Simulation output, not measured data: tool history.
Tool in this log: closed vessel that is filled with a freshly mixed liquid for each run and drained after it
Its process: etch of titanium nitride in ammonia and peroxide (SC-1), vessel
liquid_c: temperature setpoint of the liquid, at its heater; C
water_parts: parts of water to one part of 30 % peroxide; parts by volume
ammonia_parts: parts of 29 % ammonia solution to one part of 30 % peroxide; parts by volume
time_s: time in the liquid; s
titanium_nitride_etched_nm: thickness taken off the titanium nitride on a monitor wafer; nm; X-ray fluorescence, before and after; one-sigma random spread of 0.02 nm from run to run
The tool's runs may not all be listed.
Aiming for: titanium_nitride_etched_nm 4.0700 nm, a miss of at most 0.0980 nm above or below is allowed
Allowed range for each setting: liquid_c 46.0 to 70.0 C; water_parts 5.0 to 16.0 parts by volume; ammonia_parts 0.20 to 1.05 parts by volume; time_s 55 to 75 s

run 1 hour=0.0 | liquid_c=62.0 water_parts=9.0 ammonia_parts=0.55 time_s=75 | titanium_nitride_etched_nm=11.7340
run 2 hour=8.0 | liquid_c=69.0 water_parts=9.0 ammonia_parts=0.55 time_s=75 | titanium_nitride_etched_nm=18.3680
run 3 hour=9.7 | liquid_c=65.0 water_parts=9.0 ammonia_parts=0.55 time_s=75 | titanium_nitride_etched_nm=14.1840
run 4 hour=17.0 | liquid_c=65.0 water_parts=6.5 ammonia_parts=0.55 time_s=75 | titanium_nitride_etched_nm=16.6470
run 5 hour=21.2 | liquid_c=70.0 water_parts=6.5 ammonia_parts=0.55 time_s=75 | titanium_nitride_etched_nm=23.0900
run 6 hour=22.5 | liquid_c=65.5 water_parts=7.0 ammonia_parts=0.55 time_s=75 | titanium_nitride_etched_nm=16.7430
run 7 hour=28.4 | liquid_c=62.0 water_parts=7.5 ammonia_parts=0.55 time_s=75 | titanium_nitride_etched_nm=12.8660
run 8 hour=36.3 | liquid_c=59.0 water_parts=8.0 ammonia_parts=0.55 time_s=75 | titanium_nitride_etched_nm=10.3820
run 9 hour=45.3 | liquid_c=56.5 water_parts=8.5 ammonia_parts=0.55 time_s=75 | titanium_nitride_etched_nm=8.4676
run 10 hour=53.1 | liquid_c=54.5 water_parts=8.5 ammonia_parts=0.55 time_s=75 | titanium_nitride_etched_nm=7.3974

Which one of the following 4 next-run settings gets every result inside its allowed miss? There is exactly one.
run A hour=60.9 | liquid_c=49.5 water_parts=9.0 ammonia_parts=0.45 time_s=65 | titanium_nitride_etched_nm=?
run B hour=60.9 | liquid_c=49.5 water_parts=7.5 ammonia_parts=0.55 time_s=55 | titanium_nitride_etched_nm=?
run C hour=60.9 | liquid_c=48.0 water_parts=8.5 ammonia_parts=0.50 time_s=70 | titanium_nitride_etched_nm=?
run D hour=60.9 | liquid_c=66.0 water_parts=10.5 ammonia_parts=0.40 time_s=75 | titanium_nitride_etched_nm=?

move=A titanium_nitride_etched_nm=4.2293
move=B titanium_nitride_etched_nm=4.0610
move=C titanium_nitride_etched_nm=4.2987
move=D titanium_nitride_etched_nm=13.2070
A: closer than the last run, but not yet in spec
B: hits every target within its allowed miss
C: closer than the last run, but not yet in spec
D: misses by more than the last run did
Go with B: it meets all targets.

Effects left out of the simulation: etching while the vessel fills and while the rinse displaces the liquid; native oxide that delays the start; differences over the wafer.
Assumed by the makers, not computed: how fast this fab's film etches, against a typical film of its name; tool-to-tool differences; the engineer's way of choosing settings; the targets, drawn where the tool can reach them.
